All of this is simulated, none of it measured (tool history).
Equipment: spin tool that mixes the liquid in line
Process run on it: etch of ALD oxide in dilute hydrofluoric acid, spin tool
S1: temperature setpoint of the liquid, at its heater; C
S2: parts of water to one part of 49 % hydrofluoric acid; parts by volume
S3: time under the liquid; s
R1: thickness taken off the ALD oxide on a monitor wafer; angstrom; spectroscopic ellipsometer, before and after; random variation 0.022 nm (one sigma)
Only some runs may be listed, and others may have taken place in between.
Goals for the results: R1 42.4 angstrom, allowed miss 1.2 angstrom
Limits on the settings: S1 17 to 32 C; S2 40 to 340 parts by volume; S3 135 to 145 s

| run | hour | S1 | S2 | S3 | R1 |
|---|---|---|---|---|---|
| 1 | 0 | 24 | 190 | 135 | 82.279 |
| 2 | 3.4 | 25 | 190 | 135 | 85.917 |
| 3 | 7.9 | 25 | 190 | 135 | 86.081 |
| 4 | 10.1 | 27.5 | 190 | 135 | 92.708 |
| 5 | 11.5 | 27.5 | 240 | 135 | 69.946 |
| 6 | 12.8 | 27.5 | 305 | 135 | 51.56 |
| 7 | 20.4 | 26.5 | 305 | 135 | 49.589 |
| 8 | 27.3 | 26 | 305 | 135 | 49.313 |
| 9 | 32.8 | 25.5 | 305 | 135 | 48.549 |
| 10 | 40.7 | 25 | 305 | 135 | 47.05 |

5 next moves are on the table. One of them brings every result within its allowed miss. Which?
| A | 48.6 | 25.5 | 340 | 145 | ? |
| B | 48.6 | 26 | 330 | 140 | ? |
| C | 48.6 | 25 | 330 | 135 | ? |
| D | 48.6 | 28.5 | 340 | 135 | ? |
| E | 48.6 | 24.5 | 325 | 140 | ? |

| move | R1 |
|---|---|
| A | 45.131 |
| B | 46.097 |
| C | 42.987 |
| D | 46.341 |
| E | 44.72 |
A: nearer than the last run, and not there yet
B: nearer than the last run, and not there yet
C: all results land within tolerance of their targets
D: nearer than the last run, and not there yet
E: nearer than the last run, and not there yet
C meets every target.
